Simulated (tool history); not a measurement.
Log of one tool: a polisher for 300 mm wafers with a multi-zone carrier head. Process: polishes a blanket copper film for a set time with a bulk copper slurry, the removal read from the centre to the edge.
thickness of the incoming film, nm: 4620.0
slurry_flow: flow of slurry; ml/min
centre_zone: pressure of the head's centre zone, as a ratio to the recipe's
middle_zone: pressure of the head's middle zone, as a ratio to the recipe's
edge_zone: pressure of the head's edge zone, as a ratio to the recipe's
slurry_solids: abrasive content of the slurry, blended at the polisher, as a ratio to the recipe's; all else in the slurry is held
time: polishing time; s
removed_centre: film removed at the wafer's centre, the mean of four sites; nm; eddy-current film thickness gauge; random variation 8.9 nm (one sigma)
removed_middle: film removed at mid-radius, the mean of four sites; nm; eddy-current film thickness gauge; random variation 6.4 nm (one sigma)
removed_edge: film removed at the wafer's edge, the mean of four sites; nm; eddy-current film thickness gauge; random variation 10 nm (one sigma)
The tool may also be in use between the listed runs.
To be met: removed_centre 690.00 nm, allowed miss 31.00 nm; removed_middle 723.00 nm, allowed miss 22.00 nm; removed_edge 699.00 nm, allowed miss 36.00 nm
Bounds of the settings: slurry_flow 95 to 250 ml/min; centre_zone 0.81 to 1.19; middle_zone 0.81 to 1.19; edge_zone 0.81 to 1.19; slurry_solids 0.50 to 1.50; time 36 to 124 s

Run 1, day 0.000: slurry_flow 160 ml/min, centre_zone 1.00, middle_zone 1.00, edge_zone 1.00, slurry_solids 1.00, time 79 s. Result: removed_centre 583.75 nm, removed_middle 600.61 nm, removed_edge 627.47 nm.
Run 2, day 0.254: slurry_flow 195 ml/min, centre_zone 1.00, middle_zone 1.00, edge_zone 1.00, slurry_solids 1.00, time 79 s. Result: removed_centre 602.72 nm, removed_middle 611.08 nm, removed_edge 619.85 nm.
Run 3, day 0.433: slurry_flow 190 ml/min, centre_zone 1.01, middle_zone 1.02, edge_zone 1.01, slurry_solids 1.05, time 79 s. Result: removed_centre 592.31 nm, removed_middle 631.19 nm, removed_edge 617.94 nm.
Run 4, day 0.729: slurry_flow 185 ml/min, centre_zone 1.02, middle_zone 1.02, edge_zone 1.01, slurry_solids 1.10, time 81 s. Result: removed_centre 635.23 nm, removed_middle 647.89 nm, removed_edge 650.05 nm.
At day 0.762: edge zone pressure recalibrated.
Run 5, day 0.762: slurry_flow 185 ml/min, centre_zone 1.02, middle_zone 0.98, edge_zone 1.01, slurry_solids 1.10, time 81 s. Result: removed_centre 636.59 nm, removed_middle 626.09 nm, removed_edge 617.30 nm.
Run 6, day 0.950: slurry_flow 145 ml/min, centre_zone 1.02, middle_zone 0.98, edge_zone 1.01, slurry_solids 1.10, time 81 s. Result: removed_centre 596.24 nm, removed_middle 587.17 nm, removed_edge 601.29 nm.
Run 7, day 1.312: slurry_flow 145 ml/min, centre_zone 1.02, middle_zone 0.98, edge_zone 1.01, slurry_solids 1.10, time 81 s. Result: removed_centre 608.26 nm, removed_middle 589.82 nm, removed_edge 607.86 nm.
Run 8, day 1.467: slurry_flow 155 ml/min, centre_zone 1.03, middle_zone 1.00, edge_zone 1.02, slurry_solids 1.10, time 82 s. Result: removed_centre 620.25 nm, removed_middle 628.85 nm, removed_edge 622.21 nm.
Run 9, day 1.692: slurry_flow 165 ml/min, centre_zone 1.03, middle_zone 1.00, edge_zone 1.02, slurry_solids 1.10, time 83 s. Result: removed_centre 647.76 nm, removed_middle 652.29 nm, removed_edge 646.23 nm.
Run 10, day 1.717: slurry_flow 170 ml/min, centre_zone 1.03, middle_zone 1.01, edge_zone 1.03, slurry_solids 1.10, time 83 s. Result: removed_centre 649.56 nm, removed_middle 651.63 nm, removed_edge 626.47 nm.
Run 11, day 1.929: slurry_flow 160 ml/min, centre_zone 0.99, middle_zone 1.01, edge_zone 1.03, slurry_solids 1.35, time 87 s. Result: removed_centre 653.92 nm, removed_middle 704.04 nm, removed_edge 695.34 nm.
Run 12, day 2.196: slurry_flow 165 ml/min, centre_zone 1.00, middle_zone 1.01, edge_zone 1.03, slurry_solids 1.35, time 87 s. Result: removed_centre 676.88 nm, removed_middle 697.52 nm, removed_edge 678.39 nm.

5 next moves are on the table. One of them brings every result within its allowed miss. Which?
Run A, day 2.462: slurry_flow 160 ml/min, centre_zone 1.07, middle_zone 0.92, edge_zone 1.05, slurry_solids 1.45, time 87 s. Result: removed_centre ?, removed_middle ?, removed_edge ?.
Run B, day 2.462: slurry_flow 185 ml/min, centre_zone 1.17, middle_zone 1.17, edge_zone 1.01, slurry_solids 1.50, time 78 s. Result: removed_centre ?, removed_middle ?, removed_edge ?.
Run C, day 2.462: slurry_flow 185 ml/min, centre_zone 1.10, middle_zone 1.06, edge_zone 1.07, slurry_solids 1.50, time 77 s. Result: removed_centre ?, removed_middle ?, removed_edge ?.
Run D, day 2.462: slurry_flow 175 ml/min, centre_zone 1.08, middle_zone 1.02, edge_zone 1.04, slurry_solids 1.35, time 88 s. Result: removed_centre ?, removed_middle ?, removed_edge ?.
Run E, day 2.462: slurry_flow 140 ml/min, centre_zone 1.04, middle_zone 1.07, edge_zone 1.12, slurry_solids 1.40, time 88 s. Result: removed_centre ?, removed_middle ?, removed_edge ?.

move  removed_centre  removed_middle  removed_edge
   A          719.65          648.36        697.29
   B          731.60          734.83        626.23
   C          678.21          666.68        636.95
   D          739.95          718.24        701.05
   E          683.03          721.07        709.10
A: further off than the last run
B: brings the result that was furthest off to its target, and leaves another outside
C: further off than the last run
D: brings the result that was furthest off to its target, and leaves another outside
E: meets every target
Answer: E
